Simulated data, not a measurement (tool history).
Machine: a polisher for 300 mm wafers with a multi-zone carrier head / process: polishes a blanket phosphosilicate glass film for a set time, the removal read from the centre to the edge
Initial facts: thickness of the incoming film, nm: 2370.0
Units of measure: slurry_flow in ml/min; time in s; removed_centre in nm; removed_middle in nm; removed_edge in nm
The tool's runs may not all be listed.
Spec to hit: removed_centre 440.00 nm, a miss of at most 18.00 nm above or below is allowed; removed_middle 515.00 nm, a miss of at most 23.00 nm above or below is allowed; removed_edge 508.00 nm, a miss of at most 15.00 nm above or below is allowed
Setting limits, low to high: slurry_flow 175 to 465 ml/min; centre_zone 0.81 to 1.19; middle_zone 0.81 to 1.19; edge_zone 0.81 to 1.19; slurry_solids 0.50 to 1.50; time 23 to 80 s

| run | day | slurry_flow | centre_zone | middle_zone | edge_zone | slurry_solids | time | removed_centre | removed_middle | removed_edge |
|---|---|---|---|---|---|---|---|---|---|---|
| 1 | 0.000 | 295 | 1.00 | 1.00 | 1.00 | 1.00 | 51 | 389.25 | 393.86 | 386.56 |
| 2 | 0.267 | 295 | 0.99 | 1.02 | 1.03 | 1.10 | 51 | 401.98 | 412.98 | 417.37 |
| 3 | 0.525 | 300 | 0.99 | 1.05 | 1.05 | 1.15 | 51 | 415.05 | 431.06 | 427.43 |
| 4 | 0.862 | 300 | 0.99 | 1.05 | 1.05 | 1.15 | 46 | 370.95 | 393.90 | 383.95 |
| 5 | 1.062 | 245 | 0.99 | 1.05 | 1.05 | 1.15 | 46 | 363.87 | 379.67 | 382.74 |
| 6 | 1.375 | 245 | 0.99 | 1.05 | 1.10 | 1.15 | 46 | 366.30 | 389.78 | 389.65 |
| 7 | 1.650 | 260 | 0.93 | 1.07 | 1.19 | 1.40 | 50 | 400.96 | 455.97 | 482.10 |
| 8 | 1.804 | 260 | 0.93 | 1.07 | 1.19 | 1.40 | 50 | 405.50 | 456.79 | 487.62 |
| 9 | 1.829 | 265 | 0.94 | 1.09 | 1.19 | 1.40 | 50 | 408.51 | 470.47 | 483.97 |
| 10 | 2.042 | 270 | 0.94 | 1.10 | 1.19 | 1.40 | 50 | 411.86 | 477.39 | 474.54 |

5 candidate next runs follow, results not yet known. Just one meets every target within its allowed miss. Identify it.
| A | 2.254 | 360 | 1.03 | 0.98 | 1.08 | 1.25 | 54 | ? | ? | ? |
| B | 2.254 | 270 | 0.94 | 1.12 | 1.19 | 1.30 | 50 | ? | ? | ? |
| C | 2.254 | 285 | 0.98 | 1.07 | 1.17 | 1.30 | 52 | ? | ? | ? |
| D | 2.254 | 290 | 0.94 | 1.12 | 1.18 | 1.35 | 54 | ? | ? | ? |
| E | 2.254 | 305 | 0.97 | 1.17 | 1.15 | 1.50 | 49 | ? | ? | ? |

| move | removed_centre | removed_middle | removed_edge |
|---|---|---|---|
| A | 479.50 | 457.04 | 488.15 |
| B | 400.11 | 469.41 | 472.33 |
| C | 436.48 | 472.00 | 489.27 |
| D | 442.31 | 518.54 | 518.54 |
| E | 433.86 | 511.18 | 484.93 |
A: further off than the last run
B: further off than the last run
C: better than the last run, though not everything is in spec
D: meets every target
E: better than the last run, though not everything is in spec
Answer: D

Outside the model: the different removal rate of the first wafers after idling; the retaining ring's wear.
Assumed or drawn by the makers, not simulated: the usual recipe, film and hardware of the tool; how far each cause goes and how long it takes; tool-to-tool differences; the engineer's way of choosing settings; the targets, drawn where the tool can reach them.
